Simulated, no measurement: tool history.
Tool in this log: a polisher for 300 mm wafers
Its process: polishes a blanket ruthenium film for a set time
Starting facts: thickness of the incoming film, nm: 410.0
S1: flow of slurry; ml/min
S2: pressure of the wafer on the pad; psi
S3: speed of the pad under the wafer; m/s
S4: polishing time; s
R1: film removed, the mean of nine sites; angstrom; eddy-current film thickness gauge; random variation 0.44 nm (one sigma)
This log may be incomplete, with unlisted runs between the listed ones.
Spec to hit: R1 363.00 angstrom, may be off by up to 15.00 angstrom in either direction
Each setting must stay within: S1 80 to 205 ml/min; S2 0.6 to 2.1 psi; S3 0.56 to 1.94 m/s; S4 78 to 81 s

{"run": 1, "hour": 0.0, "S1": 135, "S2": 1.3, "S3": 1.24, "S4": 78, "R1": 630.83}
{"run": 2, "hour": 7.4, "S1": 135, "S2": 1.3, "S3": 0.94, "S4": 78, "R1": 494.48}
{"run": 3, "hour": 12.3, "S1": 165, "S2": 1.3, "S3": 0.94, "S4": 78, "R1": 514.32}
{"run": 4, "hour": 15.3, "S1": 165, "S2": 1.3, "S3": 0.94, "S4": 78, "R1": 509.93}
{"run": 5, "hour": 23.1, "S1": 165, "S2": 1.2, "S3": 0.94, "S4": 78, "R1": 477.29}
{"run": 6, "hour": 26.1, "S1": 165, "S2": 1.1, "S3": 0.94, "S4": 78, "R1": 437.42}
{"run": 7, "hour": 28.3, "S1": 160, "S2": 1.0, "S3": 0.94, "S4": 78, "R1": 405.69}
{"run": 8, "hour": 33.2, "S1": 150, "S2": 0.8, "S3": 0.94, "S4": 78, "R1": 343.94}
{"run": 9, "hour": 39.8, "S1": 150, "S2": 0.8, "S3": 0.94, "S4": 78, "R1": 333.13}
{"run": 10, "hour": 47.7, "S1": 155, "S2": 0.8, "S3": 0.94, "S4": 78, "R1": 343.59}
{"run": 11, "hour": 48.7, "S1": 170, "S2": 0.8, "S3": 0.94, "S4": 78, "R1": 345.84}
{"run": 12, "hour": 55.0, "S1": 170, "S2": 0.9, "S3": 0.94, "S4": 78, "R1": 381.77}

Exercise: of the 4 proposed moves below, exactly one satisfies all targets within the stated allowed misses. Which move is it?
{"run": "A", "hour": 61.3, "S1": 165, "S2": 0.8, "S3": 0.9, "S4": 78, "R1": "?"}
{"run": "B", "hour": 61.3, "S1": 155, "S2": 0.6, "S3": 1.22, "S4": 79, "R1": "?"}
{"run": "C", "hour": 61.3, "S1": 145, "S2": 0.8, "S3": 0.88, "S4": 79, "R1": "?"}
{"run": "D", "hour": 61.3, "S1": 160, "S2": 1.0, "S3": 0.96, "S4": 78, "R1": "?"}

move=A R1=333.04
move=B R1=366.47
move=C R1=323.46
move=D R1=416.87
A: pushes the last run's worst result past its target
B: all results in spec
C: pushes the last run's worst result past its target
D: further off than the last run
Move B is the one to make.
